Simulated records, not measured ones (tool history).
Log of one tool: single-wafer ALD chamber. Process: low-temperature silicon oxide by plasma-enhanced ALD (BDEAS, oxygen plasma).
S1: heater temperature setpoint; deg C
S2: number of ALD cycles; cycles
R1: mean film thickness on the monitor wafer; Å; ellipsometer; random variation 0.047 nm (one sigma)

run 1 day=0 | S1=110 S2=52 | R1=71.029
run 2 day=0.2 | S1=110 S2=53 | R1=72.785
run 3 day=0.567 | S1=110 S2=46 | R1=63.374
run 4 day=0.65 | S1=109 S2=48 | R1=65.784
run 5 day=0.971 | S1=109 S2=55 | R1=76.02
run 6 day=0.996 | S1=109 S2=50 | R1=68.586
run 7 day=1.021 | S1=109 S2=51 | R1=69.744
run 8 day=1.354 | S1=109 S2=51 | R1=70.641
run 9 day=1.542 | S1=107 S2=52 | R1=71.485
run 10 day=1.812 | S1=107 S2=53 | R1=73.486
run 11 day=2.1 | S1=106 S2=54 | R1=73.855
run 12 day=2.183 | S1=106 S2=55 | R1=76.271

The next listed run, before its measurement:
run 13 day=2.517 | S1=106 S2=56 | R1=?

R1: 77.494 Å
